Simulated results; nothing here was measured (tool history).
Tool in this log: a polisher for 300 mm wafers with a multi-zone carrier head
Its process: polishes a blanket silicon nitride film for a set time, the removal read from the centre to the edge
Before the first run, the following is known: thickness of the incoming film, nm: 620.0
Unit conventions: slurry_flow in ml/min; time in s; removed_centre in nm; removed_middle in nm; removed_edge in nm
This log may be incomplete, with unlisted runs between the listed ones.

| run | hour | slurry_flow | centre_zone | middle_zone | edge_zone | time | removed_centre | removed_middle | removed_edge |
|---|---|---|---|---|---|---|---|---|---|
| 1 | 0 | 200 | 1 | 1 | 1 | 50 | 93.587 | 90.27 | 98.77 |
| 2 | 5.2 | 170 | 1 | 1 | 1 | 50 | 91.025 | 89.662 | 95.078 |
| 3 | 7.7 | 185 | 1.01 | 1.01 | 1.03 | 51 | 96.491 | 91.766 | 100.37 |
| 4 | 16.6 | 155 | 1.01 | 1.01 | 1.03 | 51 | 92.769 | 91.496 | 96.69 |
| 5 | 24.7 | 120 | 1.01 | 1.01 | 1.03 | 51 | 90.755 | 87.829 | 97.813 |
| 6 | 28.7 | 120 | 1.01 | 1.01 | 1.05 | 53 | 94.227 | 93.5 | 98.571 |
| 7 | 35.2 | 135 | 1 | 0.98 | 1.05 | 55 | 99.081 | 92.436 | 106.62 |
| 8 | 35.8 | 145 | 1 | 0.98 | 1.07 | 56 | 100.55 | 98.367 | 108.63 |

Expected results for the next run?
|  | 42.9 | edge zone pressure recalibrated |
| 9 | 42.9 | 155 | 1 | 0.97 | 1.08 | 57 | ? | ? | ? |

removed_centre: 103.65 nm
removed_middle: 99.522 nm
removed_edge: 107.5 nm
